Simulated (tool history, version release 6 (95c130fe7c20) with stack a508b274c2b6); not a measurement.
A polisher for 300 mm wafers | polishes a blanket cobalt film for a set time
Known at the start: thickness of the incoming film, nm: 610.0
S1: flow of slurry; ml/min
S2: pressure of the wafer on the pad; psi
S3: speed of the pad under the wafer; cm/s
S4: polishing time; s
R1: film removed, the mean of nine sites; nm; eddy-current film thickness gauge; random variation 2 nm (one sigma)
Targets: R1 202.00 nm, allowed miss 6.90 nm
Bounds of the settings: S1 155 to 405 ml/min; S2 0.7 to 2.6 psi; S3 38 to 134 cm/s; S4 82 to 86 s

Run 1, day 0.000: S1 260 ml/min, S2 1.6 psi, S3 86 cm/s, S4 82 s. Result: R1 308.19 nm.
Run 2, day 0.192: S1 260 ml/min, S2 1.5 psi, S3 86 cm/s, S4 82 s. Result: R1 288.45 nm.
Run 3, day 0.471: S1 260 ml/min, S2 1.8 psi, S3 86 cm/s, S4 82 s. Result: R1 337.14 nm.
Run 4, day 0.542: S1 260 ml/min, S2 2.0 psi, S3 86 cm/s, S4 82 s. Result: R1 367.83 nm.
Run 5, day 0.758: S1 290 ml/min, S2 2.0 psi, S3 86 cm/s, S4 82 s. Result: R1 374.38 nm.
Run 6, day 0.992: S1 290 ml/min, S2 2.0 psi, S3 100 cm/s, S4 82 s. Result: R1 427.76 nm.
Run 7, day 1.242: S1 290 ml/min, S2 1.8 psi, S3 98 cm/s, S4 82 s. Result: R1 380.14 nm.
Run 8, day 1.479: S1 285 ml/min, S2 1.3 psi, S3 92 cm/s, S4 82 s. Result: R1 279.99 nm.
Run 9, day 1.688: S1 285 ml/min, S2 1.2 psi, S3 92 cm/s, S4 82 s. Result: R1 256.41 nm.

Which of these 4 next moves meets every target?
Run A, day 1.896: S1 250 ml/min, S2 0.9 psi, S3 128 cm/s, S4 86 s. Result: R1 ?.
Run B, day 1.896: S1 310 ml/min, S2 1.4 psi, S3 88 cm/s, S4 86 s. Result: R1 ?.
Run C, day 1.896: S1 310 ml/min, S2 1.5 psi, S3 100 cm/s, S4 82 s. Result: R1 ?.
Run D, day 1.896: S1 295 ml/min, S2 0.8 psi, S3 98 cm/s, S4 82 s. Result: R1 ?.

move      R1
   A  288.30
   B  298.52
   C  335.67
   D  203.01
A: further off than the last run
B: further off than the last run
C: further off than the last run
D: meets every target
The right move is D.
